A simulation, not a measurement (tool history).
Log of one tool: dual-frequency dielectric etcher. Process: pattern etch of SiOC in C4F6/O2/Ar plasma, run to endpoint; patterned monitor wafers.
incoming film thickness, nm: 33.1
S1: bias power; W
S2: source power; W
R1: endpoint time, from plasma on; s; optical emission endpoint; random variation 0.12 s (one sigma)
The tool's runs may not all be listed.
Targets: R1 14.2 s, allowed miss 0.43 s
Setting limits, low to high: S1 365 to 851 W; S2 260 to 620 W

| run | hour | S1 | S2 | R1 |
|---|---|---|---|---|
| 1 | 0 | 608 | 440 | 10.683 |
| 2 | 3.2 | 513 | 440 | 11.465 |
| 3 | 7.1 | 493 | 420 | 11.715 |
| 4 | 15.1 | 493 | 370 | 12.638 |
| 5 | 23.6 | 586 | 370 | 11.77 |
| 6 | 24.4 | 563 | 360 | 11.978 |
| 7 | 25.8 | 542 | 350 | 12.215 |
| 8 | 30.3 | 523 | 340 | 12.85 |
| 9 | 34.3 | 510 | 340 | 12.982 |
| 10 | 38.8 | 498 | 340 | 13.185 |
| 11 | 45.8 | 489 | 340 | 13.101 |
| 12 | 51.3 | 478 | 340 | 12.961 |
| 13 | 59.8 | 467 | 330 | 13.538 |
| 14 | 65.7 | 461 | 330 | 13.497 |
| 15 | 66.5 | 392 | 310 | 14.51 |
| 16 | 70.4 | 395 | 310 | 14.514 |

Which of these 5 next moves meets every target?
| A | 74.3 | 365 | 310 | ? |
| B | 74.3 | 365 | 300 | ? |
| C | 74.3 | 399 | 290 | ? |
| D | 74.3 | 407 | 290 | ? |
| E | 74.3 | 427 | 310 | ? |

| move | R1 |
|---|---|
| A | 14.941 |
| B | 15.185 |
| C | 15.015 |
| D | 14.92 |
| E | 14.215 |
A: its largest miss is bigger than the last run's
B: its largest miss is bigger than the last run's
C: its largest miss is bigger than the last run's
D: its largest miss is bigger than the last run's
E: every result lands within tolerance
E meets every target.
